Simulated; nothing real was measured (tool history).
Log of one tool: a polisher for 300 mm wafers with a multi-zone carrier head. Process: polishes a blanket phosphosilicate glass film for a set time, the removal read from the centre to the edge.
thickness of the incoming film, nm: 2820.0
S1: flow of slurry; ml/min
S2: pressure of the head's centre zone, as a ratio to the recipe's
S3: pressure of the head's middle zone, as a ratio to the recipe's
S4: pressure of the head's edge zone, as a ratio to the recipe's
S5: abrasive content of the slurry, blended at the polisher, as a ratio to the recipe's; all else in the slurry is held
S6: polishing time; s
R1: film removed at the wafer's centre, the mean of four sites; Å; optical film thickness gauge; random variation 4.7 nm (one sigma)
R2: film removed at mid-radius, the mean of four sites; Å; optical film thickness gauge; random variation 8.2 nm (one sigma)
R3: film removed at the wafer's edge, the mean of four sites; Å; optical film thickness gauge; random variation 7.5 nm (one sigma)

run	hour	S1	S2	S3	S4	S5	S6	R1	R2	R3
1	0.0	165	1.00	1.00	1.00	1.00	62	3716.6	3791.8	3622.0
2	4.9	165	1.00	1.00	1.00	1.00	77	4581.3	4777.6	4473.3
3	12.2	165	1.00	1.00	1.00	0.85	77	4215.0	4252.4	4135.1
4	13.3	165	1.06	1.00	1.00	0.85	77	4438.4	4252.4	4203.3
5	17.2	160	1.02	1.00	1.06	1.00	78	4760.0	4650.0	4650.3
6	22.4	160	0.99	1.00	1.06	1.00	78	4605.0	4760.3	4799.4
7	25.5	175	0.98	1.03	1.09	1.10	78	4898.2	5164.8	4930.0
8	33.4	125	0.88	1.03	1.11	1.35	89	5292.9	6113.1	6200.6
9	39.0	135	0.88	1.04	1.11	1.35	89	5330.9	6261.1	6068.4

Forecast run 10:
10	42.4	140	0.88	1.04	1.12	1.35	89	?	?	?

R1: 5403.7 Å
R2: 6261.6 Å
R3: 6254.8 Å

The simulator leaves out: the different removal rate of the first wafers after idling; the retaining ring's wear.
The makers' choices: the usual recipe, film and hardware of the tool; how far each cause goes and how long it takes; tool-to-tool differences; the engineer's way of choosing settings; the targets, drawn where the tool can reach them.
